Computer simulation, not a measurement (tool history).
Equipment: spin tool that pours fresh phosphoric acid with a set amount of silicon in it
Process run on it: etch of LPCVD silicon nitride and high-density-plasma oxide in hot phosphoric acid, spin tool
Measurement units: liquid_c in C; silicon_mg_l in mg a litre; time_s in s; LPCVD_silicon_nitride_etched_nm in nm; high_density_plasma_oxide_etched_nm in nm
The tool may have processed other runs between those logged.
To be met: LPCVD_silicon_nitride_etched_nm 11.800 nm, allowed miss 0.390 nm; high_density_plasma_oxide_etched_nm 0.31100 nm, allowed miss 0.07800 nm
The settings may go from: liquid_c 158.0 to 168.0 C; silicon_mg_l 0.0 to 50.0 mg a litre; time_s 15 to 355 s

run,day,liquid_c,silicon_mg_l,time_s,LPCVD_silicon_nitride_etched_nm,high_density_plasma_oxide_etched_nm
1,0.000,163.0,23.5,180,15.099,0.42276
2,0.175,162.0,23.0,175,14.229,0.38720
3,0.338,162.0,29.0,175,14.259,0.27351
4,0.692,161.5,26.0,170,13.295,0.31210
5,0.825,161.5,37.0,170,13.590,0.19735
6,0.996,161.0,32.0,170,13.220,0.25909
7,1.162,160.5,30.5,170,13.059,0.25358
8,1.371,159.0,16.0,155,11.224,0.31636
9,1.504,159.0,16.0,155,11.437,0.30807
10,1.762,159.0,16.5,155,11.129,0.28521

5 next moves are on the table. One of them brings every result within its allowed miss. Which?
A,2.021,158.5,23.0,155,?,?
B,2.021,158.5,8.0,150,?,?
C,2.021,158.5,17.5,165,?,?
D,2.021,158.5,12.0,140,?,?
E,2.021,160.5,5.5,140,?,?

move,LPCVD_silicon_nitride_etched_nm,high_density_plasma_oxide_etched_nm
A,11.212,0.24073
B,10.850,0.34217
C,11.936,0.30031
D,10.127,0.29218
E,10.832,0.39021
A: closes in on the targets versus the last run, not all within tolerance yet
B: its largest miss is bigger than the last run's
C: hits every target within its allowed miss
D: its largest miss is bigger than the last run's
E: its largest miss is bigger than the last run's
The right move is C.
